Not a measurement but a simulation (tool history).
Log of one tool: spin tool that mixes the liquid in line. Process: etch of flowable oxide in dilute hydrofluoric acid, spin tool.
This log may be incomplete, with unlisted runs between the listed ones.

run	day	temperature setpoint of the liquid (°C)	parts of water to one part of 49 % hydrofluoric acid (parts by volume)	time under the liquid (s)	thickness taken off the flowable oxide on a monitor wafer (Å)
1	0.000	24.0	225	70	117.570
2	0.362	24.0	225	70	116.460
3	0.662	24.0	265	70	95.519
4	0.938	24.5	260	70	100.340
5	1.238	25.0	255	70	105.160
6	1.325	25.0	315	70	77.799
7	1.488	25.5	305	70	84.097
8	1.596	26.0	300	70	88.413
9	1.679	26.5	295	70	91.681
10	2.046	27.0	290	70	94.068
11	2.250	27.5	280	70	100.380
12	2.275	28.0	275	70	105.610
13	2.388	28.5	270	70	109.480
14	2.504	29.0	265	70	115.260
15	2.638	29.5	260	70	119.380
16	2.700	29.5	255	70	120.860
17	2.983	29.5	250	70	124.610

Run 18 has not been measured yet. What should we expect?
18	3.067	29.5	245	70	?

thickness taken off the flowable oxide on a monitor wafer (Å): 126.260
